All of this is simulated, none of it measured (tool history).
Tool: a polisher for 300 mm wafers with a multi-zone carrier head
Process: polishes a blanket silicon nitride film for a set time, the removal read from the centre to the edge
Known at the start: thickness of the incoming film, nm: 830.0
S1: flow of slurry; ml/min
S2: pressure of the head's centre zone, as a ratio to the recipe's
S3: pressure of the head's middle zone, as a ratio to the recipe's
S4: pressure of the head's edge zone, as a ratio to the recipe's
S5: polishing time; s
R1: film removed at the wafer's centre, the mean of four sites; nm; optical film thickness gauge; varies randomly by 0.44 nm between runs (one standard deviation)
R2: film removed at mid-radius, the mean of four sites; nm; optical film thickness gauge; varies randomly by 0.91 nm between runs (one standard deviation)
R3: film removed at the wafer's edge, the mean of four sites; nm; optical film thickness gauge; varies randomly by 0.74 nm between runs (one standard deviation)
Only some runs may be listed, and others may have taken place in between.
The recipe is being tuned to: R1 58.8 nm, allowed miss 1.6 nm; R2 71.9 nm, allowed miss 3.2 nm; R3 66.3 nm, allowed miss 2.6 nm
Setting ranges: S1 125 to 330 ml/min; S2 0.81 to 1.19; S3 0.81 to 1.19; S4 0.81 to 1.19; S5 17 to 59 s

run  hour   S1    S2    S3    S4  S5      R1      R2      R3
  1     0  210     1     1     1  38  106.44  107.08  106.94
  2   3.3  210     1  1.03     1  38  106.07  109.62  104.97
  3  10.4  210     1  1.03  0.94  38  106.75  109.05  104.55
  4  12.3  205  0.98  1.04  0.94  35   95.66  102.59  94.465
  5  19.6  205  0.91  1.04  0.94  35  88.698  102.07  95.743
  6  24.6  200   0.9  1.04  0.93  33  82.347  96.289  89.762
  7  27.3  195  0.89  1.04  0.92  31  76.419  89.821  83.696
  8  27.9  190  0.88  1.04  0.91  30  74.098  85.414  78.991
  9  29.2  155  0.81  1.06  0.94  23   50.38   65.55  59.625
 10    30  170  0.82  1.06  0.94  23   51.26   66.95  60.573
 11  32.6  180  0.83  1.06  0.94  23  51.896  67.201  61.096
 12  37.7  190  0.84  1.06  0.94  23  53.891  66.605  61.039

Pick the move, out of 5, that brings all results within their allowed miss; only one does.
  A  42.8  155  1.03  1.12  0.88  21   ?   ?   ?
  B  42.8  125  0.81  1.19  0.94  24   ?   ?   ?
  C  42.8  205  0.93  1.09  0.81  23   ?   ?   ?
  D  42.8  125   0.9   1.1  0.98  25   ?   ?   ?
  E  42.8  150  0.81  0.93  1.06  26   ?   ?   ?

move      R1      R2      R3
   A  58.539  60.604  54.668
   B  50.911   71.05  62.787
   C  59.978  67.043  59.459
   D  58.944  69.128  66.604
   E  56.545  63.902  73.002
A: puts the biggest miss on target and leaves a different result outside tolerance
B: its largest miss is bigger than the last run's
C: puts the biggest miss on target and leaves a different result outside tolerance
D: all results land within tolerance of their targets
E: nearer than the last run, and not there yet
So the answer is move D, the one that meets all the targets.

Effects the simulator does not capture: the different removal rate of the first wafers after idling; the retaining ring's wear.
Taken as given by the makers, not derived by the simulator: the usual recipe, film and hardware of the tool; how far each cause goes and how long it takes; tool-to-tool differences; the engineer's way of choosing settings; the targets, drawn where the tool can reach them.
